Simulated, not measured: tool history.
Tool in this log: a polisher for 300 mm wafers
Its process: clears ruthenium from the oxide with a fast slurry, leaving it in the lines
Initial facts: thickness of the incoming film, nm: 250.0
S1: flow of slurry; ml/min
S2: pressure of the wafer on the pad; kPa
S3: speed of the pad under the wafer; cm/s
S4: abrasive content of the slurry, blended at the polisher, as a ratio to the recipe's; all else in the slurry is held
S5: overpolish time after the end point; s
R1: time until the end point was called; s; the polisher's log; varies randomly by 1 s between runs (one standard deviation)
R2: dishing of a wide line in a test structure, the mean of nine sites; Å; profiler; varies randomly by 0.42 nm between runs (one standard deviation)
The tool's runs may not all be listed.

run 1 hour=0.0 | S1=185 S2=16.5 S3=128 S4=1.00 S5=19 | R1=61.152 R2=553.11
run 2 hour=4.5 | S1=185 S2=16.5 S3=128 S4=1.00 S5=15 | R1=61.624 R2=482.74
run 3 hour=9.4 | S1=185 S2=15.9 S3=128 S4=1.00 S5=12 | R1=66.129 R2=360.10
run 4 hour=14.2 | S1=185 S2=13.8 S3=148 S4=1.05 S5=10 | R1=62.395 R2=312.78
run 5 hour=22.2 | S1=185 S2=13.8 S3=148 S4=1.20 S5=10 | R1=57.910 R2=348.13
run 6 hour=28.3 | S1=190 S2=13.1 S3=162 S4=1.10 S5=9 | R1=58.713 R2=310.31

Run 7 has not been measured yet. What should we expect?
run 7 hour=34.0 | S1=185 S2=12.4 S3=172 S4=1.10 S5=8 | R1=? R2=?

{"run 7": {"R1": 58.572, "R2": 280.64}}
